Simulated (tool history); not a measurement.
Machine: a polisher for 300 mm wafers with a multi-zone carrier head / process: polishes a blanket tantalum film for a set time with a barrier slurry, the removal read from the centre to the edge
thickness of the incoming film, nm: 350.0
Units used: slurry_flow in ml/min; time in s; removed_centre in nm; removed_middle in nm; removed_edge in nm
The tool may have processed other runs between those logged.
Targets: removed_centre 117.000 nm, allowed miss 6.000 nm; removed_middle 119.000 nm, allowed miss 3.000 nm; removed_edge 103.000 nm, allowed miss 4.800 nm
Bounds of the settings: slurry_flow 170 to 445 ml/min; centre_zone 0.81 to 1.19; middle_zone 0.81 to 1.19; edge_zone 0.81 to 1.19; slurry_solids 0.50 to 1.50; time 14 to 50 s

| run | day | slurry_flow | centre_zone | middle_zone | edge_zone | slurry_solids | time | removed_centre | removed_middle | removed_edge |
|---|---|---|---|---|---|---|---|---|---|---|
| 1 | 0.000 | 285 | 1.00 | 1.00 | 1.00 | 1.00 | 32 | 76.140 | 74.378 | 70.996 |
| 2 | 0.058 | 295 | 1.03 | 1.05 | 1.03 | 1.15 | 34 | 88.451 | 88.314 | 82.064 |
| 3 | 0.096 | 295 | 1.03 | 1.13 | 1.03 | 1.15 | 34 | 85.418 | 93.317 | 82.647 |
| 4 | 0.362 | 310 | 1.07 | 1.15 | 1.04 | 1.25 | 34 | 91.356 | 96.776 | 82.842 |
| 5 | 0.571 | 310 | 1.07 | 1.19 | 1.04 | 1.25 | 34 | 91.417 | 99.831 | 83.658 |
| 6 | 0.808 | 310 | 1.07 | 1.19 | 0.98 | 1.25 | 34 | 93.826 | 97.992 | 81.532 |
| 7 | 0.858 | 310 | 1.08 | 1.18 | 1.01 | 1.30 | 35 | 96.737 | 102.180 | 87.941 |
| 8 | 1.108 | 335 | 1.09 | 1.18 | 1.01 | 1.35 | 36 | 102.320 | 107.960 | 90.841 |
| 9 | 1.225 | 335 | 1.10 | 1.18 | 1.02 | 1.40 | 37 | 108.420 | 110.780 | 92.813 |
| 10 | 1.562 | 325 | 1.10 | 1.17 | 1.03 | 1.45 | 38 | 111.570 | 114.220 | 99.914 |
| 11 | 1.904 | 330 | 1.11 | 1.17 | 1.03 | 1.45 | 38 | 112.380 | 115.700 | 97.136 |
| 12 | 2.150 | 325 | 1.11 | 1.16 | 1.03 | 1.45 | 38 | 108.950 | 113.610 | 96.453 |

5 candidate next runs follow, results not yet known. Just one meets every target within its allowed miss. Identify it.
| A | 2.396 | 430 | 1.08 | 1.11 | 0.95 | 1.40 | 37 | ? | ? | ? |
| B | 2.396 | 305 | 1.03 | 1.12 | 1.17 | 1.50 | 39 | ? | ? | ? |
| C | 2.396 | 185 | 0.94 | 1.19 | 1.19 | 1.40 | 41 | ? | ? | ? |
| D | 2.396 | 235 | 1.16 | 1.19 | 1.05 | 1.20 | 43 | ? | ? | ? |
| E | 2.396 | 265 | 1.05 | 0.92 | 0.98 | 1.35 | 44 | ? | ? | ? |

| move | removed_centre | removed_middle | removed_edge |
|---|---|---|---|
| A | 110.020 | 108.200 | 92.741 |
| B | 109.980 | 113.370 | 107.740 |
| C | 97.882 | 114.340 | 106.490 |
| D | 121.260 | 119.390 | 103.330 |
| E | 120.430 | 106.240 | 107.330 |
A: misses by more than the last run did
B: as far off as the last run
C: misses by more than the last run did
D: meets every target
E: misses by more than the last run did
Correct choice: D, which meets every target

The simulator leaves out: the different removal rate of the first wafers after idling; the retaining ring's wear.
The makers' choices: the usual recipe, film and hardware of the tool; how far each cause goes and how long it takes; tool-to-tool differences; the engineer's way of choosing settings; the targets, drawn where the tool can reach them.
